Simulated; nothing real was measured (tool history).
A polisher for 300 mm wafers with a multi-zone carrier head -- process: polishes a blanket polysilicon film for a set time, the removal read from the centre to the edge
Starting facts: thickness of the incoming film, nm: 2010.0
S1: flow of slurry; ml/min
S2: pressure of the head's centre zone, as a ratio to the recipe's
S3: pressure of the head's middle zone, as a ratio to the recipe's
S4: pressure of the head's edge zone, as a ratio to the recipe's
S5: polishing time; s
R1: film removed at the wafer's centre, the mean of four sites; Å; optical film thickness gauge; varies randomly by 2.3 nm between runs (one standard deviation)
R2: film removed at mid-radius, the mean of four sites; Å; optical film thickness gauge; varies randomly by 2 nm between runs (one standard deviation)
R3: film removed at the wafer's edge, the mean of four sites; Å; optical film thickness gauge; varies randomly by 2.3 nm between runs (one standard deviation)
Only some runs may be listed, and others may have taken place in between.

Run 1, day 0: S1 205 ml/min, S2 1, S3 1, S4 1, S5 45 s. Result: R1 3025.1 Å, R2 2938.9 Å, R3 2906.3 Å.
Run 2, day 0.1: S1 200 ml/min, S2 0.97, S3 1.01, S4 0.98, S5 42 s. Result: R1 2709.3 Å, R2 2703.6 Å, R3 2639.9 Å.
Run 3, day 0.175: S1 200 ml/min, S2 0.97, S3 1.01, S4 1.03, S5 42 s. Result: R1 2685.9 Å, R2 2681.3 Å, R3 2804.8 Å.
Run 4, day 0.308: S1 200 ml/min, S2 0.91, S3 1.01, S4 1.03, S5 42 s. Result: R1 2633 Å, R2 2751.3 Å, R3 2758.7 Å.
Run 5, day 0.425: S1 190 ml/min, S2 0.89, S3 1.02, S4 1.01, S5 39 s. Result: R1 2245.3 Å, R2 2565.8 Å, R3 2530.2 Å.
Run 6, day 0.725: S1 150 ml/min, S2 0.89, S3 1.02, S4 1.01, S5 39 s. Result: R1 2182.9 Å, R2 2457.6 Å, R3 2434.6 Å.

Run 7, settings as shown, results not yet in. Your forecast:
Run 7, day 1.021: S1 145 ml/min, S2 0.89, S3 1.01, S4 0.98, S5 38 s. Result: R1 ?, R2 ?, R3 ?.

R1: 2104.9 Å
R2: 2355 Å
R3: 2328.7 Å
